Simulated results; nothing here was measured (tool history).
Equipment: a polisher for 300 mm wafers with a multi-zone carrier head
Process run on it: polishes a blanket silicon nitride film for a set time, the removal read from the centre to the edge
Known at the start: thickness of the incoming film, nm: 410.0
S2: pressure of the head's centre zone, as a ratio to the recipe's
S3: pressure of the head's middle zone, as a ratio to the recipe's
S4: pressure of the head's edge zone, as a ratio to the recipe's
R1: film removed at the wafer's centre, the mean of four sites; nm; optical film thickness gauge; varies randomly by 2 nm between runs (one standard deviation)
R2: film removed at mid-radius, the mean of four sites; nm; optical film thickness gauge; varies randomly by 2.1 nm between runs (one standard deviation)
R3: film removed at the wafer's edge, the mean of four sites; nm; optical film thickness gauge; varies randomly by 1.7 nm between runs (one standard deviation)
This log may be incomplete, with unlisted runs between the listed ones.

Run 1, day 0.000: flow of slurry (ml/min) 165, S2 1.00, S3 1.00, S4 1.00, polishing time (s) 64. Result: R1 149.30 nm, R2 141.53 nm, R3 141.94 nm.
Run 2, day 0.288: flow of slurry (ml/min) 170, S2 1.00, S3 1.01, S4 1.03, polishing time (s) 66. Result: R1 151.13 nm, R2 153.65 nm, R3 146.25 nm.
Run 3, day 0.375: flow of slurry (ml/min) 170, S2 1.00, S3 0.99, S4 1.04, polishing time (s) 68. Result: R1 153.13 nm, R2 151.21 nm, R3 154.34 nm.
Run 4, day 0.729: flow of slurry (ml/min) 175, S2 1.01, S3 0.99, S4 1.05, polishing time (s) 69. Result: R1 161.31 nm, R2 156.90 nm, R3 159.54 nm.
Run 5, day 0.988: flow of slurry (ml/min) 175, S2 1.01, S3 1.04, S4 1.05, polishing time (s) 69. Result: R1 159.33 nm, R2 159.25 nm, R3 156.70 nm.
Run 6, day 1.279: flow of slurry (ml/min) 185, S2 1.02, S3 1.04, S4 1.06, polishing time (s) 70. Result: R1 164.22 nm, R2 162.63 nm, R3 164.22 nm.
At day 1.542: worn pad replaced by a new one.
Run 7, day 1.542: flow of slurry (ml/min) 190, S2 1.03, S3 1.05, S4 1.06, polishing time (s) 70. Result: R1 178.52 nm, R2 180.68 nm, R3 174.49 nm.

Forecast run 8:
Run 8, day 1.633: flow of slurry (ml/min) 190, S2 1.03, S3 1.04, S4 1.06, polishing time (s) 70. Result: R1 ?, R2 ?, R3 ?.

R1: 181.63 nm
R2: 172.36 nm
R3: 171.53 nm
